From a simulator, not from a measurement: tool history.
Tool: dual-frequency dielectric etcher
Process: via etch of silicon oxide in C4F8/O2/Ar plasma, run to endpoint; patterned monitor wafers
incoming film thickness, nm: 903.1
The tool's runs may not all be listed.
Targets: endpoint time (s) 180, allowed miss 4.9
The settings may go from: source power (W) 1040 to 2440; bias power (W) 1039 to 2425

run  hour  source power (W)  bias power (W)  endpoint time (s)
  1     0              1740            1732             200.32
  2   2.2              1780            1746             197.63
  3   3.3              1670            1746             201.64
  4   4.6              1470            1746             213.84
  5   6.8              1470            1581              222.3
  6  15.2              1470            1416             235.16
  7  16.1              1550            1441             229.63
  8  19.7              1620            1467             222.98
  9  23.5              1690            1487             220.33

4 next moves are on the table. One of them brings every result within its allowed miss. Which?
  A  27.3              1750            1825                  ?
  B  27.3              1860            1707                  ?
  C  27.3              2160            1778                  ?
  D  27.3              1950            1700                  ?

move  endpoint time (s)
   A             193.09
   B             193.96
   C             179.06
   D             190.55
A: nearer than the last run, and not there yet
B: nearer than the last run, and not there yet
C: meets every target
D: nearer than the last run, and not there yet
Move C is the one to make.
